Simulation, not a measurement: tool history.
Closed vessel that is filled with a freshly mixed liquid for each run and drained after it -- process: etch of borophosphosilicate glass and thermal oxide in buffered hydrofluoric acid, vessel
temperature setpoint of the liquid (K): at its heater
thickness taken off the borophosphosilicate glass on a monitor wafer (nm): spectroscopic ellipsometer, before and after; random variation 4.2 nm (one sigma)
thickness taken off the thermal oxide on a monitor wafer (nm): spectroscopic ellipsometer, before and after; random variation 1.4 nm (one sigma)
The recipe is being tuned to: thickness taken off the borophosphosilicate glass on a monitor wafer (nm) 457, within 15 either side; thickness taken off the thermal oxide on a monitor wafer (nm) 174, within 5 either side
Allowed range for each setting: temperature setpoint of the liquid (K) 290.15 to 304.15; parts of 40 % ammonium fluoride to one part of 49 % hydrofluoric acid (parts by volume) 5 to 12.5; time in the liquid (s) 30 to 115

| run | hour | temperature setpoint of the liquid (K) | parts of 40 % ammonium fluoride to one part of 49 % hydrofluoric acid (parts by volume) | time in the liquid (s) | thickness taken off the borophosphosilicate glass on a monitor wafer (nm) | thickness taken off the thermal oxide on a monitor wafer (nm) |
|---|---|---|---|---|---|---|
| 1 | 0 | 296.15 | 7.5 | 60 | 238.18 | 90.228 |
| 2 | 1.6 | 296.15 | 7.5 | 85 | 332.67 | 126.46 |
| 3 | 4.8 | 296.15 | 9.5 | 85 | 262.4 | 102.44 |
| 4 | 12.9 | 296.15 | 10.5 | 85 | 244.9 | 94.552 |
| 5 | 21.5 | 298.15 | 10 | 85 | 287.51 | 109.36 |
| 6 | 27.1 | 298.15 | 8 | 85 | 347.71 | 132.72 |
| 7 | 30.1 | 299.65 | 8 | 85 | 374.95 | 144.04 |
| 8 | 36.3 | 300.65 | 8 | 85 | 400.12 | 153.58 |
| 9 | 42.9 | 301.15 | 8 | 85 | 400.07 | 159.67 |
| 10 | 50.8 | 301.15 | 7.5 | 85 | 438.33 | 169.01 |

Which one of the following 5 next-run settings gets every result inside its allowed miss? There is exactly one.
| A | 58.7 | 302.15 | 8 | 85 | ? | ? |
| B | 58.7 | 301.65 | 7.5 | 80 | ? | ? |
| C | 58.7 | 303.65 | 9 | 90 | ? | ? |
| D | 58.7 | 298.15 | 6 | 85 | ? | ? |
| E | 58.7 | 300.65 | 10.5 | 115 | ? | ? |

| move | thickness taken off the borophosphosilicate glass on a monitor wafer (nm) | thickness taken off the thermal oxide on a monitor wafer (nm) |
|---|---|---|
| A | 425.09 | 166.54 |
| B | 418.22 | 163.68 |
| C | 427.82 | 167.92 |
| D | 456.36 | 177.56 |
| E | 416.7 | 163.49 |
A: moves away from the targets compared with the last run
B: moves away from the targets compared with the last run
C: moves away from the targets compared with the last run
D: in spec on every target
E: moves away from the targets compared with the last run
The right move is D.
